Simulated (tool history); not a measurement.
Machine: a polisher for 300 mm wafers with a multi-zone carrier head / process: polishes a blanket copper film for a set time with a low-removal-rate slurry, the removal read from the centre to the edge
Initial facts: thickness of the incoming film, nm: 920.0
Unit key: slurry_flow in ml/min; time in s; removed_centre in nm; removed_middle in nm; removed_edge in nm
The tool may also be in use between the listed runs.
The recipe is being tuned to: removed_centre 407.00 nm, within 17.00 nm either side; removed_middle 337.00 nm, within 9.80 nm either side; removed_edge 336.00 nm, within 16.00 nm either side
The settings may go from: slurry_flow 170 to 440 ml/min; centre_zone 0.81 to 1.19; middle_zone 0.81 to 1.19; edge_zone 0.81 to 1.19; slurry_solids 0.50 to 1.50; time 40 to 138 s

run  hour  slurry_flow  centre_zone  middle_zone  edge_zone  slurry_solids  time  removed_centre  removed_middle  removed_edge
  1   0.0          280         1.00         1.00       1.00           1.00    88          281.44          281.67        269.06
  2   5.2          280         1.00         1.00       1.00           1.15    88          295.45          289.84        277.91
  3  12.8          290         1.05         1.01       1.04           1.25    89          319.35          298.44        296.62
  4  15.1          300         1.10         1.03       1.05           1.35    90          344.12          312.89        308.13
  5  22.0          300         1.10         1.03       1.05           1.45    90          359.76          321.68        313.54
  6  23.0          300         1.10         1.03       1.05           1.50    90          358.41          322.35        314.54
  7  28.7          310         1.13         1.03       1.06           1.50    91          375.61          323.69        316.23
  8  30.2          310         1.15         1.04       1.08           1.50    92          380.05          332.28        331.32

Which single option among these 4 for the next run brings every result within its allowed miss of target? Just one does.
  A  31.7          300         1.14         1.11       1.08           1.50    89               ?               ?             ?
  B  31.7          255         1.04         1.03       1.12           1.50    93               ?               ?             ?
  C  31.7          290         1.19         0.99       1.06           1.45    98               ?               ?             ?
  D  31.7          315         1.18         0.90       0.97           1.45    99               ?               ?             ?

move  removed_centre  removed_middle  removed_edge
   A          361.50          340.65        311.66
   B          338.76          329.36        328.48
   C          410.62          336.53        337.04
   D          414.18          316.14        328.21
A: lands further from the targets than the last run did
B: lands further from the targets than the last run did
C: every result within its allowed miss
D: the furthest-off result lands on target, but another misses its tolerance
C is the move that brings every result within its allowed miss.

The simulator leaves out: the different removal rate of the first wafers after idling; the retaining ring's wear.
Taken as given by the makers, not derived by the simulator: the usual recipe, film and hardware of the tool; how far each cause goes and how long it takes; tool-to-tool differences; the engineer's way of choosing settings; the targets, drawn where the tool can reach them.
